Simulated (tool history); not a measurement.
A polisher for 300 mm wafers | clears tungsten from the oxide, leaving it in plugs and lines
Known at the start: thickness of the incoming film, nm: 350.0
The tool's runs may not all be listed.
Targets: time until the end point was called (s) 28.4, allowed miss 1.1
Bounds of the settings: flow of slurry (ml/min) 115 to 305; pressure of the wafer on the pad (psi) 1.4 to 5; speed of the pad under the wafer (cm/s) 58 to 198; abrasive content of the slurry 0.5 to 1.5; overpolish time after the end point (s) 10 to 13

run,hour,flow of slurry (ml/min),pressure of the wafer on the pad (psi),speed of the pad under the wafer (cm/s),abrasive content of the slurry,overpolish time after the end point (s),time until the end point was called (s)
1,0,195,3.2,128,1,13,49.697
2,1.5,195,3.2,128,0.85,13,50.424
3,4,175,3.2,128,0.85,13,51.293
4,4.7,175,2.4,128,0.85,13,68.034
5,11.7,175,1.8,128,0.85,13,89.487
6,12.2,150,1.8,128,0.85,13,94.202
7,18.2,190,2.6,130,0.85,13,61.543
8,20.6,220,3.1,130,0.85,13,51.335
9,24.4,220,3.6,130,0.85,13,44.906
10,31.6,220,4.1,132,0.85,13,37.865
11,38.8,220,4.4,134,0.85,13,35.69
12,42.3,220,4.6,138,0.85,13,32.858

Which of these 5 next moves meets every target?
A,45.8,225,4.8,150,0.95,10,?
B,45.8,190,4.5,146,1,13,?
C,45.8,165,5,110,0.85,13,?
D,45.8,255,4,140,0.8,10,?
E,45.8,220,4,118,1,10,?

move,time until the end point was called (s)
A,28.197
B,31.198
C,39.39
D,36.965
E,42.152
A: meets every target
B: nearer than the last run, and not there yet
C: further off than the last run
D: further off than the last run
E: further off than the last run
Answer: A
